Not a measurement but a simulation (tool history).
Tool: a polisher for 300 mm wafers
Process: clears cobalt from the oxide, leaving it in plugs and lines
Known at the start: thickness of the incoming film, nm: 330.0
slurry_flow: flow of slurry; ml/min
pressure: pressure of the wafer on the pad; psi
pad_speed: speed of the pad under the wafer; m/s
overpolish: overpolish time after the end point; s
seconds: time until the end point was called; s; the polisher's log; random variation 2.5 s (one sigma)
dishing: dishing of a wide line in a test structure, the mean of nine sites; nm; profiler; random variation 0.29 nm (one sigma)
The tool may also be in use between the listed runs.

| run | hour | slurry_flow | pressure | pad_speed | overpolish | seconds | dishing |
|---|---|---|---|---|---|---|---|
| 1 | 0 | 270 | 1.2 | 1.2 | 22 | 114.01 | 22.823 |
| 2 | 7.6 | 270 | 1.1 | 1.2 | 23 | 122.16 | 22.528 |
| 3 | 8.9 | 270 | 1.1 | 1.06 | 23 | 135.88 | 21.967 |
| 4 | 12.5 | 315 | 1.1 | 1.06 | 23 | 135.81 | 22.579 |
| 5 | 17.5 | 315 | 1.1 | 1.3 | 23 | 111.89 | 22.676 |
| 6 | 21.1 | 315 | 1.4 | 1.3 | 23 | 92.141 | 23.249 |
| 7 | 21.9 | 315 | 1.3 | 1.26 | 24 | 101.99 | 23.25 |
| 8 | 22.9 | 315 | 1.2 | 1.22 | 25 | 110.75 | 23.21 |
| 9 | 27 | 315 | 1.1 | 1.2 | 25 | 120.61 | 23.182 |

The next listed run, before its measurement:
| 10 | 30.5 | 315 | 1.1 | 1.18 | 25 | ? | ? |

{"run 10": {"seconds": 118.71, "dishing": 23.47}}

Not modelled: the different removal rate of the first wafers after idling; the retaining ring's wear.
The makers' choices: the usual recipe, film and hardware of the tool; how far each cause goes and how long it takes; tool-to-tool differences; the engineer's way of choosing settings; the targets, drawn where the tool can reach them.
